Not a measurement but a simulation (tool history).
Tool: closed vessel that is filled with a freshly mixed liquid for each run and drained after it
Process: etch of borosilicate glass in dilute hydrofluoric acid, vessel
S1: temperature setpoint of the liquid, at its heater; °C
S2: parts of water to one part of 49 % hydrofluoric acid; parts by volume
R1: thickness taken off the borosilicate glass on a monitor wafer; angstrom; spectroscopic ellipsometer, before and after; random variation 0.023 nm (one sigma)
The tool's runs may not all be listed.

run 1 hour=0.0 | S1=23.0 S2=200 time_in_the_liquid_(s)=30 | R1=53.729
run 2 hour=5.2 | S1=22.5 S2=210 time_in_the_liquid_(s)=30 | R1=49.911
run 3 hour=11.7 | S1=26.0 S2=210 time_in_the_liquid_(s)=30 | R1=56.196
run 4 hour=13.9 | S1=26.0 S2=185 time_in_the_liquid_(s)=30 | R1=65.482
run 5 hour=14.4 | S1=26.0 S2=160 time_in_the_liquid_(s)=30 | R1=78.982
run 6 hour=19.2 | S1=26.0 S2=160 time_in_the_liquid_(s)=30 | R1=79.688
-- hour=25.5 hydrofluoric acid flow meter replaced
run 7 hour=25.5 | S1=22.0 S2=240 time_in_the_liquid_(s)=30 | R1=38.469

Run 8 comes next. What will it give?
run 8 hour=29.5 | S1=21.5 S2=245 time_in_the_liquid_(s)=30 | R1=?

R1: 36.937 angstrom

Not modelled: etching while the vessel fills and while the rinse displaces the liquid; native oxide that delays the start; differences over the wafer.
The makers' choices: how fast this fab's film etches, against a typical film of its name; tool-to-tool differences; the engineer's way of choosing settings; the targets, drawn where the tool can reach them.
